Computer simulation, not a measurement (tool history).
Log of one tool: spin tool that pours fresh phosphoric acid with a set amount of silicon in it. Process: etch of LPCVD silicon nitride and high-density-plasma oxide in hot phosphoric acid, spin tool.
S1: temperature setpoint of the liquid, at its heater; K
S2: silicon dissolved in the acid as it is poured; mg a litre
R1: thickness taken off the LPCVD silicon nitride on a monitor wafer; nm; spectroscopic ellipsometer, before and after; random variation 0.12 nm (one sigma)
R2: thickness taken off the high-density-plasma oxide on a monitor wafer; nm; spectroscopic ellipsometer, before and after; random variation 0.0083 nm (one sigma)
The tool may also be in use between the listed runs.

run 1 hour=0.0 | S1=436.15 S2=23.0 time_under_the_liquid_(s)=180 | R1=17.537 R2=0.50453
run 2 hour=3.4 | S1=435.65 S2=28.5 time_under_the_liquid_(s)=190 | R1=18.346 R2=0.43050
run 3 hour=4.3 | S1=435.65 S2=34.5 time_under_the_liquid_(s)=190 | R1=18.203 R2=0.33214
run 4 hour=6.1 | S1=435.65 S2=38.0 time_under_the_liquid_(s)=195 | R1=18.702 R2=0.24842
run 5 hour=13.5 | S1=435.65 S2=38.0 time_under_the_liquid_(s)=135 | R1=12.966 R2=0.20170
run 6 hour=19.7 | S1=435.65 S2=38.0 time_under_the_liquid_(s)=190 | R1=18.264 R2=0.27665
run 7 hour=23.1 | S1=436.15 S2=40.5 time_under_the_liquid_(s)=190 | R1=18.512 R2=0.24518

Forecast run 8:
run 8 hour=29.7 | S1=436.65 S2=42.0 time_under_the_liquid_(s)=190 | R1=? R2=?

{"run 8": {"R1": 18.87, "R2": 0.21134}}
